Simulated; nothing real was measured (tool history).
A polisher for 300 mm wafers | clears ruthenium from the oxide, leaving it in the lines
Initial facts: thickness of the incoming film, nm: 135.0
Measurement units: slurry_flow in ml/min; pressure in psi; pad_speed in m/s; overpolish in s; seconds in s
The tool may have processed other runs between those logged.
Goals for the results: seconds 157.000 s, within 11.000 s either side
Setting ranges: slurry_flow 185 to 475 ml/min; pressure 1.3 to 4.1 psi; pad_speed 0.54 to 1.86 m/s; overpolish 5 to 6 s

run,day,slurry_flow,pressure,pad_speed,overpolish,seconds
1,0.000,305,2.7,1.18,6,73.362
2,0.367,305,2.5,1.12,6,83.810
3,0.475,305,2.0,1.12,6,101.020
4,0.704,305,2.0,1.12,5,97.054
5,0.842,305,2.0,1.12,6,104.320
6,0.896,270,2.0,1.12,6,101.730
7,1.225,270,1.9,1.08,6,108.890
8,1.275,270,1.8,1.04,6,120.670
9,1.450,270,1.7,1.02,6,129.770
10,1.567,270,1.6,1.02,6,136.750

Next run, 4 choices. One meets every target within its allowed miss, the rest don't. Which?
A,1.683,310,1.9,0.96,5,?
B,1.683,285,2.0,1.02,6,?
C,1.683,250,2.3,0.94,6,?
D,1.683,320,1.4,0.98,6,?

move,seconds
A,122.240
B,110.850
C,105.940
D,159.910
A: moves away from the targets compared with the last run
B: moves away from the targets compared with the last run
C: moves away from the targets compared with the last run
D: every result within its allowed miss
Correct choice: D, which meets every target

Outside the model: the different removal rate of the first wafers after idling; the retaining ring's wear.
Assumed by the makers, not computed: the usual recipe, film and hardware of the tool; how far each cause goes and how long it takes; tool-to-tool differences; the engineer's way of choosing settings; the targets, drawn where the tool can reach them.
